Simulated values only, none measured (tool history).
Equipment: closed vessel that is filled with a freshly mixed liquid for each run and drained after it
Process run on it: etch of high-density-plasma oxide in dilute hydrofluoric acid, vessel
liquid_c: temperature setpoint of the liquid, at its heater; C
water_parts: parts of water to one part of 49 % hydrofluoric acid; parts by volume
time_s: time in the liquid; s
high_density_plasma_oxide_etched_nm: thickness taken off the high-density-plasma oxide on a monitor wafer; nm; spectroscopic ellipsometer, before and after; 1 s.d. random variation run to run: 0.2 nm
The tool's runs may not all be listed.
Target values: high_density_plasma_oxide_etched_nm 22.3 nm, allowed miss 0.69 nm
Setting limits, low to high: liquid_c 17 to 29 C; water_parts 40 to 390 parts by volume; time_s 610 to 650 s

run,hour,liquid_c,water_parts,time_s,high_density_plasma_oxide_etched_nm
1,0,21,215,610,15.602
2,8.4,23,210,610,17.434
3,17,25,210,610,18.691
4,24.3,25,240,610,15.967
5,30.6,26,230,610,17.409
6,38.3,27,220,610,18.877
7,45.5,27.5,215,610,19.907
8,52.9,28,210,610,20.948
9,56.6,28.5,210,610,21.254

Which single option among these 4 for the next run brings every result within its allowed miss of target? Just one does.
A,60.3,29,210,635,?
B,60.3,29,190,610,?
C,60.3,23,185,615,?
D,60.3,28.5,190,610,?

move,high_density_plasma_oxide_etched_nm
A,22.605
B,24.584
C,20.57
D,24.154
A: meets every target
B: takes the biggest miss from the last run beyond its target
C: its largest miss is bigger than the last run's
D: takes the biggest miss from the last run beyond its target
Correct choice: A, which meets every target
